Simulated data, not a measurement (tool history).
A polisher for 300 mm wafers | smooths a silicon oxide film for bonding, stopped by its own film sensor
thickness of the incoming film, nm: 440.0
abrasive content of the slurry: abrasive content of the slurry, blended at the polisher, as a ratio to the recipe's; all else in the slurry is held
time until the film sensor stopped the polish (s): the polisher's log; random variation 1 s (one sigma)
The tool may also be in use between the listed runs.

run  hour  flow of slurry (ml/min)  pressure of the wafer on the pad (kPa)  speed of the pad under the wafer (m/s)  abrasive content of the slurry  target thickness at which the film sensor stops the polish (Å)  time until the film sensor stopped the polish (s)
  1     0                      225                                    17.2                                     0.9                               1                                                            3930                                             65.359
  2   8.6                      225                                    15.2                                     0.9                               1                                                            3930                                             73.798
  3  13.5                      225                                    13.8                                     0.9                               1                                                            3930                                             80.144
  4  22.4                      225                                    13.8                                    0.98                               1                                                            3930                                              75.15
  5  25.5                      225                                      11                                    0.98                               1                                                            3930                                             93.228
  6    31                      225                                    10.3                                    0.98                               1                                                            3930                                             101.64

Run 7 comes next. What will it give?
  7  31.6                      220                                     9.7                                    0.98                               1                                                            3930                                                  ?

{"run 7": {"time until the film sensor stopped the polish (s)": 106.01}}

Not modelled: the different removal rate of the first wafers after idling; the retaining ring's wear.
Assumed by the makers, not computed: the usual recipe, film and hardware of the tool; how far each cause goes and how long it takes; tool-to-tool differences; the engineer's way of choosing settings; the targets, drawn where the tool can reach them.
